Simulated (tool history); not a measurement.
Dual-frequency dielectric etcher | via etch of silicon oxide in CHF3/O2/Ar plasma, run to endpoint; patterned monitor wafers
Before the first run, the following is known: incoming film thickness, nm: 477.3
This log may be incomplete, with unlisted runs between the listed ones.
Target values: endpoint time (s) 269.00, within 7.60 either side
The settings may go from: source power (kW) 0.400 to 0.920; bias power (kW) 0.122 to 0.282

run    day  source power (kW)  bias power (kW)  endpoint time (s)
  1  0.000              0.660            0.202             224.54
  2  0.367              0.660            0.183             229.29
  3  0.654              0.740            0.183             222.11
  4  0.988              0.680            0.170             231.65
  5  1.129              0.680            0.158             237.56
  6  1.446              0.640            0.152             249.05
  7  1.667              0.620            0.150             254.42
  8  2.042              0.610            0.149             256.21
  9  2.262              0.600            0.148             258.39
 10  2.517              0.600            0.148             256.52
 11  2.779              0.590            0.147             259.31

5 candidate next runs follow, results not yet known. Just one meets every target within its allowed miss. Identify it.
  A  3.042              0.670            0.150                  ?
  B  3.042              0.570            0.140                  ?
  C  3.042              0.540            0.125                  ?
  D  3.042              0.600            0.154                  ?
  E  3.042              0.580            0.154                  ?

move  endpoint time (s)
   A             245.90
   B             268.88
   C             285.19
   D             255.17
   E             258.78
A: misses by more than the last run did
B: all results land within tolerance of their targets
C: carries the result that was furthest off beyond its target, to the other side
D: misses by more than the last run did
E: misses by more than the last run did
B is the move that brings every result within its allowed miss.

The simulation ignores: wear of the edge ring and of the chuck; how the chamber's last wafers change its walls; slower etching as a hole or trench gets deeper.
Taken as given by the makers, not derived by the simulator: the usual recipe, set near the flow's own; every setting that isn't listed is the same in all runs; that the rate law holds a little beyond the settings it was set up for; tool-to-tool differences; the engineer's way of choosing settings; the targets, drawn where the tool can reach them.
